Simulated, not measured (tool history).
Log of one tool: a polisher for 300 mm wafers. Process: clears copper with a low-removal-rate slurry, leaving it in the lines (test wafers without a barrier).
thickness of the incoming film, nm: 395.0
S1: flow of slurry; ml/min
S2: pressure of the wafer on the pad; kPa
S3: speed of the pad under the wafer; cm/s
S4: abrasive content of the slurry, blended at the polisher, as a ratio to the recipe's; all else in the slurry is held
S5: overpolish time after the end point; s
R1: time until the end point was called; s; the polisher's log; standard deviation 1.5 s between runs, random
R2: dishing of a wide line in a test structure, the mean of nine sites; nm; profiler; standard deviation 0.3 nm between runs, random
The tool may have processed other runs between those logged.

Run 1, day 0: S1 190 ml/min, S2 28.3 kPa, S3 120 cm/s, S4 1, S5 9 s. Result: R1 91.713 s, R2 29.6 nm.
Run 2, day 0.258: S1 190 ml/min, S2 28.3 kPa, S3 120 cm/s, S4 1, S5 7 s. Result: R1 93.451 s, R2 22.88 nm.
Run 3, day 0.458: S1 190 ml/min, S2 28.3 kPa, S3 120 cm/s, S4 1, S5 9 s. Result: R1 91.975 s, R2 28.715 nm.
Run 4, day 0.642: S1 215 ml/min, S2 28.3 kPa, S3 120 cm/s, S4 1, S5 9 s. Result: R1 89.611 s, R2 30.794 nm.
Run 5, day 0.867: S1 195 ml/min, S2 28.3 kPa, S3 120 cm/s, S4 1, S5 7 s. Result: R1 90.952 s, R2 23.324 nm.
Run 6, day 1.108: S1 195 ml/min, S2 22.8 kPa, S3 120 cm/s, S4 1, S5 7 s. Result: R1 105.3 s, R2 20.13 nm.
Run 7, day 1.342: S1 180 ml/min, S2 23.4 kPa, S3 122 cm/s, S4 1, S5 6 s. Result: R1 104.63 s, R2 18.101 nm.
Run 8, day 1.617: S1 165 ml/min, S2 24.1 kPa, S3 124 cm/s, S4 1, S5 5 s. Result: R1 102.15 s, R2 15.523 nm.
Run 9, day 1.921: S1 165 ml/min, S2 24.8 kPa, S3 124 cm/s, S4 1, S5 5 s. Result: R1 102.49 s, R2 15.584 nm.

Predict the results of run 10:
At day 2.062: worn pad replaced by a new one.
Run 10, day 2.062: S1 165 ml/min, S2 25.5 kPa, S3 124 cm/s, S4 1, S5 5 s. Result: R1 ?, R2 ?.

R1: 91.552 s
R2: 16.582 nm
